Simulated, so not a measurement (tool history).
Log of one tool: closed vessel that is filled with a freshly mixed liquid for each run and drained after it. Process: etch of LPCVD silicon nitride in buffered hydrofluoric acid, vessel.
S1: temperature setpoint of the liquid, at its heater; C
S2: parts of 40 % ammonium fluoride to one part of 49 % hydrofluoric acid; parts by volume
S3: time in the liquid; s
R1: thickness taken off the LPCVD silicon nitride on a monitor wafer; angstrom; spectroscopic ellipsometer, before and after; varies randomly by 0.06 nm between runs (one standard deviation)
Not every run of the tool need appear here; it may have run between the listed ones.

Run 1, hour 0: S1 22 C, S2 18.5 parts by volume, S3 1530 s. Result: R1 126.86 angstrom.
Run 2, hour 3.8: S1 22 C, S2 23 parts by volume, S3 1530 s. Result: R1 104.12 angstrom.
Run 3, hour 12.3: S1 24 C, S2 23 parts by volume, S3 1530 s. Result: R1 115.7 angstrom.
Run 4, hour 14.4: S1 25.5 C, S2 23 parts by volume, S3 1530 s. Result: R1 125.79 angstrom.
Run 5, hour 21.4: S1 25.5 C, S2 23 parts by volume, S3 1635 s. Result: R1 135.21 angstrom.
Run 6, hour 23.5: S1 25.5 C, S2 23 parts by volume, S3 1530 s. Result: R1 126.31 angstrom.
Run 7, hour 33.1: S1 26.5 C, S2 23 parts by volume, S3 1530 s. Result: R1 133.34 angstrom.
Run 8, hour 34.7: S1 27 C, S2 23 parts by volume, S3 1530 s. Result: R1 136.91 angstrom.

What will run 9 give?
Run 9, hour 38.1: S1 27.5 C, S2 23 parts by volume, S3 1530 s. Result: R1 ?.

R1: 141.3 angstrom
